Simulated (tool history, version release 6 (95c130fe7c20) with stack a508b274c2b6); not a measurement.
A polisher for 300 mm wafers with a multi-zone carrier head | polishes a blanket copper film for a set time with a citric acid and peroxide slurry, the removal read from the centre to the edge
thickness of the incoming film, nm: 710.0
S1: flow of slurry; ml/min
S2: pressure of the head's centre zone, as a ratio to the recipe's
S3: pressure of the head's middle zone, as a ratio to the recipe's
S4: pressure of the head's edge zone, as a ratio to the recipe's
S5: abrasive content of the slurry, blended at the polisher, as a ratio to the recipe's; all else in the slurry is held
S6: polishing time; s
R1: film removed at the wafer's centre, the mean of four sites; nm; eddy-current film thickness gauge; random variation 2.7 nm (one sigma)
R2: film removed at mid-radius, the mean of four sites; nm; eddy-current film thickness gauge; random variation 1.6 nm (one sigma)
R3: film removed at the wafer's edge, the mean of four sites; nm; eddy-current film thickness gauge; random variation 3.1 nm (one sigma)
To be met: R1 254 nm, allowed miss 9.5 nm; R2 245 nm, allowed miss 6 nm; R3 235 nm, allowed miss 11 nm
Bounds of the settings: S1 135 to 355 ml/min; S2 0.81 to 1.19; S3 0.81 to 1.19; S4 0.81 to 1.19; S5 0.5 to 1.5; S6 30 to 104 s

run,day,S1,S2,S3,S4,S5,S6,R1,R2,R3
1,0,225,1,1,1,1,67,187.3,189.45,198.25
2,0.346,225,1,1,1.03,1,67,190.06,191.73,204.16
3,0.404,225,1,1,1.03,1,81,225.13,231.38,250.36
4,0.767,225,1.07,1,1.03,1,81,238.38,231.72,248
# day 1.121: edge zone pressure recalibrated
5,1.121,225,1.07,0.94,1.03,1,81,244.43,222.94,234.73
6,1.275,240,1.07,0.95,1,1,81,244.08,223.88,231.01
7,1.392,250,1.07,0.97,0.99,1,81,249.53,228.43,234.6
8,1.638,250,1.07,0.97,0.99,1,81,245.25,228.42,237.25
9,1.9,255,1.07,0.98,0.96,1,81,249.84,233.19,230.25

Which of these 5 next moves meets every target?
A,2.162,270,1.12,0.95,0.85,0.95,85,?,?,?
B,2.162,255,1.09,0.93,1.02,1.05,81,?,?,?
C,2.162,300,1.07,1.02,0.95,0.95,83,?,?,?
D,2.162,300,1.08,0.97,0.81,1.1,81,?,?,?
E,2.162,325,1.1,0.97,0.95,0.85,81,?,?,?

move,R1,R2,R3
A,268.47,237.18,222.47
B,253.35,226.87,235.46
C,253.17,245.66,230.1
D,258.19,239.8,216.46
E,249.22,226.99,219.95
A: nearer than the last run, and not there yet
B: further off than the last run
C: meets every target
D: brings the result that was furthest off to its target, and leaves another outside
E: further off than the last run
The right move is C.
